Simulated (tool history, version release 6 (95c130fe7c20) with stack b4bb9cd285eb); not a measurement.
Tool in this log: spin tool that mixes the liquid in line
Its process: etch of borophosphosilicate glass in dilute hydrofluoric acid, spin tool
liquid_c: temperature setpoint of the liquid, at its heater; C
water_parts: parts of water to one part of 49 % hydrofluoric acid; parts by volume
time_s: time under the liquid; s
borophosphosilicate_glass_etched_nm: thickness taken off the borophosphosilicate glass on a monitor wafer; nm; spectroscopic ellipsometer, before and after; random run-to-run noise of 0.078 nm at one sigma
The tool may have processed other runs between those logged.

| run | hour | liquid_c | water_parts | time_s | borophosphosilicate_glass_etched_nm |
|---|---|---|---|---|---|
| 1 | 0 | 21 | 215 | 120 | 13.477 |
| 2 | 4.5 | 24 | 215 | 120 | 15.134 |
| 3 | 9.4 | 24 | 215 | 120 | 15.097 |
| 4 | 13.6 | 24 | 215 | 120 | 14.934 |
| 5 | 22.3 | 24 | 255 | 120 | 12.118 |
| 6 | 26 | 27.5 | 255 | 120 | 13.513 |
| 7 | 31.7 | 25.5 | 255 | 120 | 12.645 |
| 8 | 33.9 | 24 | 255 | 120 | 12.187 |
| 9 | 36.3 | 22.5 | 255 | 120 | 11.566 |
| 10 | 44.1 | 21.5 | 255 | 120 | 11.12 |

What will run 11 give?
| 11 | 46.7 | 20.5 | 255 | 120 | ? |

{"run 11": {"borophosphosilicate_glass_etched_nm": 10.588}}
